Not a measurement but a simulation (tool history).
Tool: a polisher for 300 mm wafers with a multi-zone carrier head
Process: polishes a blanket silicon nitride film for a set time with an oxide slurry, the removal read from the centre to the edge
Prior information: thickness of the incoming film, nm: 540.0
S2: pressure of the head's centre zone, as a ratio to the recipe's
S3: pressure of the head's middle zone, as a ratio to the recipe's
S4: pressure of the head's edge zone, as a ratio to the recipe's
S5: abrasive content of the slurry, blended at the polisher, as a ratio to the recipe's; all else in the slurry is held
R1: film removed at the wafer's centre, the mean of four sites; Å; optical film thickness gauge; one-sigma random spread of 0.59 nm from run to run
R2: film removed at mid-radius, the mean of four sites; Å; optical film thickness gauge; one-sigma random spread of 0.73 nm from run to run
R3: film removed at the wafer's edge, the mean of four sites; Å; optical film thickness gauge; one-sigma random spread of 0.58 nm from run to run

{"run": 1, "hour": 0.0, "flow of slurry (ml/min)": 160, "S2": 1, "S3": 1, "S4": 1, "S5": 1, "polishing time (s)": 78, "R1": 403.7, "R2": 400.22, "R3": 407.13}
{"run": 2, "hour": 3.8, "flow of slurry (ml/min)": 160, "S2": 1, "S3": 1, "S4": 1.04, "S5": 1, "polishing time (s)": 78, "R1": 400.94, "R2": 399.9, "R3": 414.48}
{"run": 3, "hour": 9.0, "flow of slurry (ml/min)": 170, "S2": 1.03, "S3": 1.02, "S4": 1.05, "S5": 1.05, "polishing time (s)": 78, "R1": 425.73, "R2": 418.32, "R3": 431.84}
{"run": 4, "hour": 16.9, "flow of slurry (ml/min)": 170, "S2": 1.03, "S3": 1.02, "S4": 1.05, "S5": 1.15, "polishing time (s)": 78, "R1": 455.82, "R2": 440.19, "R3": 444.68}
{"run": 5, "hour": 19.0, "flow of slurry (ml/min)": 170, "S2": 1.03, "S3": 1.02, "S4": 1.05, "S5": 1.35, "polishing time (s)": 78, "R1": 484.81, "R2": 481.6, "R3": 474.28}
{"run": 6, "hour": 27.2, "flow of slurry (ml/min)": 175, "S2": 1.04, "S3": 1.02, "S4": 1.05, "S5": 1.35, "polishing time (s)": 78, "R1": 482.66, "R2": 483.21, "R3": 483.41}

Estimate the outcome of run 7 from the log above:
{"run": 7, "hour": 34.8, "flow of slurry (ml/min)": 180, "S2": 1.07, "S3": 1.03, "S4": 1.04, "S5": 1.35, "polishing time (s)": 78, "R1": "?", "R2": "?", "R3": "?"}

{"run 7": {"R1": 507.66, "R2": 484.86, "R3": 475.59}}
